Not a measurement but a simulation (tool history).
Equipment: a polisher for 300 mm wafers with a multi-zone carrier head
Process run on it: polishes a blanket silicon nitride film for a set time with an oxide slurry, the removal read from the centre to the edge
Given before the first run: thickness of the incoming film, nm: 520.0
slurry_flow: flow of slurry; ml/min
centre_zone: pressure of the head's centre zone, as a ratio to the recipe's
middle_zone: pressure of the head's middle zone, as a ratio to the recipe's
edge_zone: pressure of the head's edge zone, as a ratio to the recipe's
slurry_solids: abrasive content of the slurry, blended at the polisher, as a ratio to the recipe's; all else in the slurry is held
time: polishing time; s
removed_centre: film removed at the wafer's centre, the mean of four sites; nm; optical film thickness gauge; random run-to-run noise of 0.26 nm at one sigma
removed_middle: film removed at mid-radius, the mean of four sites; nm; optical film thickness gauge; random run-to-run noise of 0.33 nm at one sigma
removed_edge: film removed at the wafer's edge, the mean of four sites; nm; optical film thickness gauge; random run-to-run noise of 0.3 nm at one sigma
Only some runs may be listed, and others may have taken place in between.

run,hour,slurry_flow,centre_zone,middle_zone,edge_zone,slurry_solids,time,removed_centre,removed_middle,removed_edge
1,0.0,125,1.00,1.00,1.00,1.00,60,44.757,44.013,45.033
2,6.4,105,1.00,1.00,1.00,1.00,60,42.679,42.519,43.277
3,9.2,105,1.03,1.00,1.00,1.00,60,43.591,42.172,43.081
4,13.1,105,1.03,1.00,1.00,1.20,60,47.493,45.011,47.490
5,14.9,100,1.00,1.01,0.96,1.10,60,43.418,42.838,43.972
6,19.8,95,0.98,1.04,0.93,1.05,60,41.092,42.162,42.319
7,27.9,95,0.97,1.07,0.90,1.00,60,39.829,43.595,39.899
8,29.2,90,0.96,1.07,0.88,1.00,60,38.620,42.210,39.347
9,34.6,85,0.95,1.08,0.87,1.00,60,37.023,41.324,38.784
10,39.5,85,0.95,1.09,0.86,1.00,60,37.082,42.292,38.315
11,43.3,85,0.95,1.09,0.85,1.00,60,37.828,42.222,38.037
12,50.3,75,0.90,1.09,0.81,0.95,60,32.393,38.943,35.656

Run 13 has not been measured yet. What should we expect?
13,56.8,80,0.91,1.09,0.81,0.95,60,?,?,?

removed_centre: 33.632 nm
removed_middle: 40.543 nm
removed_edge: 36.016 nm
